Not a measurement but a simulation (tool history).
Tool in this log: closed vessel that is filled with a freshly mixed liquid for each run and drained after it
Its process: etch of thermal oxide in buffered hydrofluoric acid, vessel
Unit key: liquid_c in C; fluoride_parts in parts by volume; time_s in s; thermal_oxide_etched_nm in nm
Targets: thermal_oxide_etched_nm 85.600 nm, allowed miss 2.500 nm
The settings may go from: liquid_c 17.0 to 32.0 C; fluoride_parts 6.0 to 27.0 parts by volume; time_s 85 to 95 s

Run 1, day 0.000: liquid_c 24.0 C, fluoride_parts 16.5 parts by volume, time_s 85 s. Result: thermal_oxide_etched_nm 56.915 nm.
Run 2, day 0.108: liquid_c 21.0 C, fluoride_parts 16.5 parts by volume, time_s 85 s. Result: thermal_oxide_etched_nm 47.885 nm.
Run 3, day 0.400: liquid_c 17.5 C, fluoride_parts 16.5 parts by volume, time_s 85 s. Result: thermal_oxide_etched_nm 39.393 nm.
Run 4, day 0.717: liquid_c 20.5 C, fluoride_parts 16.5 parts by volume, time_s 85 s. Result: thermal_oxide_etched_nm 46.402 nm.
Run 5, day 1.050: liquid_c 23.0 C, fluoride_parts 16.5 parts by volume, time_s 85 s. Result: thermal_oxide_etched_nm 54.145 nm.
Run 6, day 1.388: liquid_c 23.0 C, fluoride_parts 16.5 parts by volume, time_s 95 s. Result: thermal_oxide_etched_nm 59.713 nm.
Run 7, day 1.629: liquid_c 24.5 C, fluoride_parts 16.5 parts by volume, time_s 95 s. Result: thermal_oxide_etched_nm 65.155 nm.
Run 8, day 1.692: liquid_c 28.5 C, fluoride_parts 16.0 parts by volume, time_s 95 s. Result: thermal_oxide_etched_nm 82.599 nm.

Next run, 4 choices. One meets every target within its allowed miss, the rest don't. Which?
Run A, day 1.754: liquid_c 28.0 C, fluoride_parts 16.0 parts by volume, time_s 95 s. Result: thermal_oxide_etched_nm ?.
Run B, day 1.754: liquid_c 32.0 C, fluoride_parts 20.0 parts by volume, time_s 95 s. Result: thermal_oxide_etched_nm ?.
Run C, day 1.754: liquid_c 27.0 C, fluoride_parts 13.5 parts by volume, time_s 90 s. Result: thermal_oxide_etched_nm ?.
Run D, day 1.754: liquid_c 27.0 C, fluoride_parts 14.0 parts by volume, time_s 85 s. Result: thermal_oxide_etched_nm ?.

move  thermal_oxide_etched_nm
   A                   80.772
   B                   80.100
   C                   85.696
   D                   78.102
A: its largest miss is bigger than the last run's
B: its largest miss is bigger than the last run's
C: meets every target
D: its largest miss is bigger than the last run's
Move C is the one to make.

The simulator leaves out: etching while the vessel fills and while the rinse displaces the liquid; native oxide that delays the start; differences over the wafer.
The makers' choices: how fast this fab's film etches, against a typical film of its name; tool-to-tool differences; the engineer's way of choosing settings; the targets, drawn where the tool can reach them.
